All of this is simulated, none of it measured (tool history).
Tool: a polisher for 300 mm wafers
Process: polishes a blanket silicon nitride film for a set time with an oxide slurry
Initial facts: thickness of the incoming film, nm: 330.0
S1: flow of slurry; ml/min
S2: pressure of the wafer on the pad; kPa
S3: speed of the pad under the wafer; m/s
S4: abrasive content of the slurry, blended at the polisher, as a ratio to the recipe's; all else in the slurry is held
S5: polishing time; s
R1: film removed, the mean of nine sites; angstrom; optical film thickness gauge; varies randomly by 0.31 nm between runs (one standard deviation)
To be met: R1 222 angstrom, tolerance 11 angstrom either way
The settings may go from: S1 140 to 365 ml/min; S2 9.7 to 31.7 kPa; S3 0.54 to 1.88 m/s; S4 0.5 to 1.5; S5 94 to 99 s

Run 1, hour 0: S1 235 ml/min, S2 20.7 kPa, S3 1.2 m/s, S4 1, S5 94 s. Result: R1 478.26 angstrom.
Run 2, hour 6.4: S1 235 ml/min, S2 20.7 kPa, S3 1.2 m/s, S4 1, S5 99 s. Result: R1 511.78 angstrom.
Run 3, hour 11: S1 235 ml/min, S2 20.7 kPa, S3 1.46 m/s, S4 1, S5 99 s. Result: R1 583.77 angstrom.
Run 4, hour 17.8: S1 235 ml/min, S2 20.7 kPa, S3 1.6 m/s, S4 1, S5 99 s. Result: R1 626.87 angstrom.
Run 5, hour 20.4: S1 235 ml/min, S2 17.9 kPa, S3 1.36 m/s, S4 0.95, S5 98 s. Result: R1 458.34 angstrom.
Run 6, hour 29.4: S1 235 ml/min, S2 17.9 kPa, S3 1.36 m/s, S4 0.95, S5 99 s. Result: R1 467.08 angstrom.
Run 7, hour 30.6: S1 235 ml/min, S2 15.9 kPa, S3 1.22 m/s, S4 0.9, S5 99 s. Result: R1 364.45 angstrom.
Run 8, hour 32: S1 235 ml/min, S2 13.8 kPa, S3 1.16 m/s, S4 0.9, S5 99 s. Result: R1 306.93 angstrom.
Run 9, hour 36.7: S1 235 ml/min, S2 12.4 kPa, S3 1.12 m/s, S4 0.9, S5 99 s. Result: R1 270.36 angstrom.
Run 10, hour 42: S1 235 ml/min, S2 11.7 kPa, S3 1.12 m/s, S4 0.9, S5 99 s. Result: R1 248.15 angstrom.
Run 11, hour 48: S1 235 ml/min, S2 11 kPa, S3 1.12 m/s, S4 0.9, S5 99 s. Result: R1 244.53 angstrom.
Run 12, hour 54.5: S1 235 ml/min, S2 11 kPa, S3 1.12 m/s, S4 0.9, S5 99 s. Result: R1 238.96 angstrom.

4 candidate next runs follow, results not yet known. Just one meets every target within its allowed miss. Identify it.
Run A, hour 61: S1 245 ml/min, S2 11 kPa, S3 0.98 m/s, S4 0.95, S5 99 s. Result: R1 ?.
Run B, hour 61: S1 175 ml/min, S2 13.1 kPa, S3 1.04 m/s, S4 0.9, S5 99 s. Result: R1 ?.
Run C, hour 61: S1 265 ml/min, S2 15.2 kPa, S3 1.1 m/s, S4 0.7, S5 94 s. Result: R1 ?.
Run D, hour 61: S1 245 ml/min, S2 12.4 kPa, S3 1.24 m/s, S4 0.75, S5 98 s. Result: R1 ?.

move      R1
   A     223
   B  255.84
   C  249.03
   D  249.25
A: all results in spec
B: moves away from the targets compared with the last run
C: moves away from the targets compared with the last run
D: moves away from the targets compared with the last run
Answer: A

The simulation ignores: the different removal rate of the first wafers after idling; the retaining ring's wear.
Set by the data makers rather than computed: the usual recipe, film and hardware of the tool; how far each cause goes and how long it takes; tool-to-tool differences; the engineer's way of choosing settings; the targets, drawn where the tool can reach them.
